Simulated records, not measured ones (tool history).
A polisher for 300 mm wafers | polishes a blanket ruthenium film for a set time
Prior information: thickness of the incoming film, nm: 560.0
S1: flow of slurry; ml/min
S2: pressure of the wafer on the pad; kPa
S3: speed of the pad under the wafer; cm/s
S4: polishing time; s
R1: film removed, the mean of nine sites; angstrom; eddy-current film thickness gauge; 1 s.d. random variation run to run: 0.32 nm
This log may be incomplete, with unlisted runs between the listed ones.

run,hour,S1,S2,S3,S4,R1
1,0,150,15.2,122,30,348.73
2,8.8,150,15.2,122,27,312.5
3,10,145,14.5,122,27,297.85
4,17.9,145,14.5,122,30,331.63
5,26.1,175,14.5,122,30,338.15
6,28.3,205,14.5,122,30,351.17
7,31.2,200,13.8,122,30,334.16
8,33.6,200,13.1,122,30,309.19

What will run 9 give?
9,41.5,200,13.1,122,30,?

{"run 9": {"R1": 318.81}}

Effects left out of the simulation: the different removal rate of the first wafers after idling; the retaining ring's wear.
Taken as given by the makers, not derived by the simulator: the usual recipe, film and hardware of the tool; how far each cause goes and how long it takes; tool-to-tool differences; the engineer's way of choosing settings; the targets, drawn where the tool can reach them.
